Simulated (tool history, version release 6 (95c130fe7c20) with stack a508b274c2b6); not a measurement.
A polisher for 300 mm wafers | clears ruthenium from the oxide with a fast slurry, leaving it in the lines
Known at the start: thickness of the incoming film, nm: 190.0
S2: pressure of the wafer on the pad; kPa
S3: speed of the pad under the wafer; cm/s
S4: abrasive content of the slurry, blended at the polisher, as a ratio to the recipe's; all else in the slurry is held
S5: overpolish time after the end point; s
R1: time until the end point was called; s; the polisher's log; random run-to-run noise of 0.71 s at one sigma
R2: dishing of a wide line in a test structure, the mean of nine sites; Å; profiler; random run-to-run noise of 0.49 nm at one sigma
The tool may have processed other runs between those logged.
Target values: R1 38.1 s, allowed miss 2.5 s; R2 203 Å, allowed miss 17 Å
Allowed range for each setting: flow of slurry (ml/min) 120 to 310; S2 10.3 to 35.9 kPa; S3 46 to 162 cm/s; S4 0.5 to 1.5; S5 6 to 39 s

run 1 day=0 | flow_of_slurry_(ml/min)=200 S2=22.8 S3=104 S4=1 S5=20 | R1=50.684 R2=305.68
run 2 day=0.333 | flow_of_slurry_(ml/min)=200 S2=24.1 S3=104 S4=1 S5=16 | R1=45.883 R2=290.52
run 3 day=0.629 | flow_of_slurry_(ml/min)=200 S2=18.6 S3=104 S4=1 S5=16 | R1=61.397 R2=274.73
run 4 day=0.992 | flow_of_slurry_(ml/min)=200 S2=22.1 S3=98 S4=1 S5=13 | R1=54.4 R2=257.18
run 5 day=1.283 | flow_of_slurry_(ml/min)=200 S2=28.3 S3=98 S4=1 S5=13 | R1=42.21 R2=278.42
-- day=1.317 slurry nozzle cleaned
run 6 day=1.317 | flow_of_slurry_(ml/min)=180 S2=28.3 S3=98 S4=1 S5=13 | R1=41.193 R2=282.04
run 7 day=1.517 | flow_of_slurry_(ml/min)=220 S2=29.6 S3=88 S4=1.1 S5=11 | R1=40.556 R2=264.32
run 8 day=1.567 | flow_of_slurry_(ml/min)=250 S2=30.3 S3=78 S4=1.25 S5=9 | R1=43.277 R2=240.58

Consider the 4 candidate settings below. Which is the only one whose results all fall within their allowed miss of target?
run A day=1.617 | flow_of_slurry_(ml/min)=190 S2=25.5 S3=82 S4=1.2 S5=16 | R1=? R2=?
run B day=1.617 | flow_of_slurry_(ml/min)=220 S2=31.7 S3=66 S4=1.15 S5=14 | R1=? R2=?
run C day=1.617 | flow_of_slurry_(ml/min)=245 S2=28.3 S3=98 S4=1.15 S5=6 | R1=? R2=?
run D day=1.617 | flow_of_slurry_(ml/min)=170 S2=31.7 S3=92 S4=1.2 S5=22 | R1=? R2=?

move=A R1=49.571 R2=291.61
move=B R1=49.492 R2=277.07
move=C R1=37.456 R2=205.83
move=D R1=36.363 R2=338.19
A: further off than the last run
B: further off than the last run
C: in spec on every target
D: further off than the last run
Go with C: it meets all targets.

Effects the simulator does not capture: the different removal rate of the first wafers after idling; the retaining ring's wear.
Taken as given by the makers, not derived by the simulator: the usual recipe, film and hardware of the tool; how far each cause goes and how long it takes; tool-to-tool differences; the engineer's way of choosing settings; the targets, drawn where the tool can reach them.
